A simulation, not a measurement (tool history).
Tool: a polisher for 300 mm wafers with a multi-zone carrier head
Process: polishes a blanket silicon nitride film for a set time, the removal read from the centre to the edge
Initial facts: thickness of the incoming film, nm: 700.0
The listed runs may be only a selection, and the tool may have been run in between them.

run	day	flow of slurry (ml/min)	pressure of the head's centre zone	pressure of the head's middle zone	pressure of the head's edge zone	polishing time (s)	film removed at the wafer's centre (Å)	film removed at mid-radius (Å)	film removed at the wafer's edge (Å)
1	0.000	265	1.00	1.00	1.00	57	895.51	866.48	908.64
2	0.338	280	1.04	0.96	1.02	57	936.25	834.79	905.16
3	0.383	290	1.07	0.94	1.05	58	978.61	871.61	925.05
4	0.467	290	1.07	0.94	1.05	67	1120.80	977.03	1082.20
5	0.717	290	1.07	1.02	1.05	67	1118.50	1041.20	1113.20
6	0.950	260	1.09	0.95	1.07	66	1120.90	963.19	1060.30

Predict the results of run 7:
7	1.121	230	1.09	0.91	1.08	65	?	?	?

{"run 7": {"film removed at the wafer's centre (Å)": 1077.3, "film removed at mid-radius (Å)": 900.68, "film removed at the wafer's edge (Å)": 1013.2}}
